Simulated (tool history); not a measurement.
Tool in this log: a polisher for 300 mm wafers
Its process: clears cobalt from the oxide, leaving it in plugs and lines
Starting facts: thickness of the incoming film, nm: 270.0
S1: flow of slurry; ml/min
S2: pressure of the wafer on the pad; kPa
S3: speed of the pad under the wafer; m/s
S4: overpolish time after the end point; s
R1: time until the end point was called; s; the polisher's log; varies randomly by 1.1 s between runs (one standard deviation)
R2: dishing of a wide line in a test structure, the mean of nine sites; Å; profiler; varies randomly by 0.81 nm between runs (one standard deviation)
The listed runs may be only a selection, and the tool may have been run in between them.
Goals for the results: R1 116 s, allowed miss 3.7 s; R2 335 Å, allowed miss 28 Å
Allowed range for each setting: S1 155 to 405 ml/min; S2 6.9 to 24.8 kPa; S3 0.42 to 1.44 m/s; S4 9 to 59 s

run  hour   S1    S2    S3  S4      R1      R2
  1     0  260  15.9  0.92  30   54.26  372.11
  2   8.8  260  13.8  0.92  30  62.856   348.4
  3  12.6  260  11.7  0.88  38  76.806  359.92
  4  19.3  315  11.7  0.88  38  75.156  360.71
  5  24.3  270  11.7  0.88  38  75.948  368.58
  6  31.9  270  11.7   0.8  38    85.1  357.74
  7  32.9  270  10.3   0.8  37  94.965  351.87
  8  38.7  270   9.7   0.8  36  100.61  356.76
  9  40.7  265   7.6  0.78  22  130.26  256.75
 10  46.5  265   7.6  0.78  26  129.07  271.57
     55.5  -- slurry nozzle cleaned
 11  55.5  265   7.6  0.78  29  127.41  304.42
 12  58.1  265   7.6  0.78  31  125.46  303.97
 13  65.1  265   7.6  0.78  33  128.88  311.53
 14  73.6  280   7.6  0.78  34   125.1   322.9

Next run, 5 choices. One meets every target within its allowed miss, the rest don't. Which?
  A  82.1  285   9.7  0.74  36   ?   ?
  B  82.1  225  10.3  0.64  42   ?   ?
  C  82.1  295  10.3  0.62  24   ?   ?
  D  82.1  290   8.3  0.86  36   ?   ?
  E  82.1  270     9  0.78  34   ?   ?

move      R1      R2
   A  103.37  335.99
   B  114.21  341.25
   C  114.33  279.38
   D  103.31  336.05
   E     106  328.45
A: moves the result that the last run missed by most past its target, out the other side
B: hits every target within its allowed miss
C: brings the result that was furthest off to its target, and leaves another outside
D: moves the result that the last run missed by most past its target, out the other side
E: moves the result that the last run missed by most past its target, out the other side
Answer: B

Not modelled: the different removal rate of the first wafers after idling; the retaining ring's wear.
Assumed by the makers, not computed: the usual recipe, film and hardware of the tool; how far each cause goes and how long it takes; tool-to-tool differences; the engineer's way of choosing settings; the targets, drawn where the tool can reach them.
